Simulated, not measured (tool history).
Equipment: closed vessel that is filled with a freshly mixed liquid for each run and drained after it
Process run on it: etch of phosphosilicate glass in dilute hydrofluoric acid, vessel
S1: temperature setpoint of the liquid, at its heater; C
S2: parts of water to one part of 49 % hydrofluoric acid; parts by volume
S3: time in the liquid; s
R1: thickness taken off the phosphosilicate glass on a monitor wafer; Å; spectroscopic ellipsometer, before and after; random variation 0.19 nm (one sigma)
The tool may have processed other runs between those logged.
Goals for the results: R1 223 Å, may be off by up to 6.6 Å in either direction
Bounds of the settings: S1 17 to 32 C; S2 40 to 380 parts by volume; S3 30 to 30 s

| run | hour | S1 | S2 | S3 | R1 |
|---|---|---|---|---|---|
| 1 | 0 | 24 | 210 | 30 | 127.03 |
| 2 | 8.5 | 25.5 | 200 | 30 | 138.02 |
| 3 | 14.6 | 25.5 | 175 | 30 | 162.51 |
| 4 | 16.8 | 25.5 | 245 | 30 | 109.03 |
| 5 | 20 | 25.5 | 275 | 30 | 94.053 |
| 6 | 25.5 | 27 | 245 | 30 | 114.84 |
| 7 | 29.9 | 28 | 225 | 30 | 134.55 |
| 8 | 37.8 | 29 | 210 | 30 | 148.78 |
| 9 | 40.1 | 29 | 210 | 30 | 152.24 |
| 10 | 42.5 | 29.5 | 200 | 30 | 162.4 |
| 11 | 50 | 30 | 190 | 30 | 173.78 |
| 12 | 52.9 | 30.5 | 180 | 30 | 192.34 |
| 13 | 59 | 31 | 175 | 30 | 198.99 |
| 14 | 67 | 31 | 170 | 30 | 208.6 |

4 candidate next runs follow, results not yet known. Just one meets every target within its allowed miss. Identify it.
| A | 75 | 32 | 155 | 30 | ? |
| B | 75 | 31.5 | 165 | 30 | ? |
| C | 75 | 31.5 | 155 | 30 | ? |
| D | 75 | 30.5 | 150 | 30 | ? |

| move | R1 |
|---|---|
| A | 241.96 |
| B | 220.38 |
| C | 237.75 |
| D | 238.69 |
A: carries the result that was furthest off beyond its target, to the other side
B: each result inside its tolerance
C: carries the result that was furthest off beyond its target, to the other side
D: carries the result that was furthest off beyond its target, to the other side
The right move is B.
